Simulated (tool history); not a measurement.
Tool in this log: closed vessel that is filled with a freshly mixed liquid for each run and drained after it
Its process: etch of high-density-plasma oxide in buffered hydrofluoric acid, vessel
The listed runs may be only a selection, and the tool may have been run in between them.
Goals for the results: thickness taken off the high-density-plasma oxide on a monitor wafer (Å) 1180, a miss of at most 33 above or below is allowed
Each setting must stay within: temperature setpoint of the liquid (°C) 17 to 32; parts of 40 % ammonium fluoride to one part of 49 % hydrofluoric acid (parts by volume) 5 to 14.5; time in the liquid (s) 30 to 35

run,hour,temperature setpoint of the liquid (°C),parts of 40 % ammonium fluoride to one part of 49 % hydrofluoric acid (parts by volume),time in the liquid (s),thickness taken off the high-density-plasma oxide on a monitor wafer (Å)
1,0,24,9,35,589.67
2,6.9,26.5,8,35,763.05
3,10.8,28,7.5,35,891.8
4,18.1,25.5,7.5,35,779.9
5,27.4,23,7.5,35,679.42
6,31.1,23,8.5,35,595.85
7,36.3,26,8,35,744.56
8,43.5,28,7.5,35,882.91
9,46.6,29,7.5,35,931.97
10,49.9,30,7.5,35,982.22
11,56.7,30.5,7.5,35,1012
12,57.8,32,6.5,35,1256.7

Of the 4 settings listed for the next run, only one would bring every result within its allowed miss of target. Which one?
A,58.9,32,7.5,35,?
B,58.9,31,6,30,?
C,58.9,32,7,35,?
D,58.9,31.5,6,30,?

move,thickness taken off the high-density-plasma oxide on a monitor wafer (Å)
A,1094.5
B,1096.3
C,1179
D,1125.1
A: carries the result that was furthest off beyond its target, to the other side
B: carries the result that was furthest off beyond its target, to the other side
C: meets every target
D: carries the result that was furthest off beyond its target, to the other side
So the answer is move C, the one that meets all the targets.

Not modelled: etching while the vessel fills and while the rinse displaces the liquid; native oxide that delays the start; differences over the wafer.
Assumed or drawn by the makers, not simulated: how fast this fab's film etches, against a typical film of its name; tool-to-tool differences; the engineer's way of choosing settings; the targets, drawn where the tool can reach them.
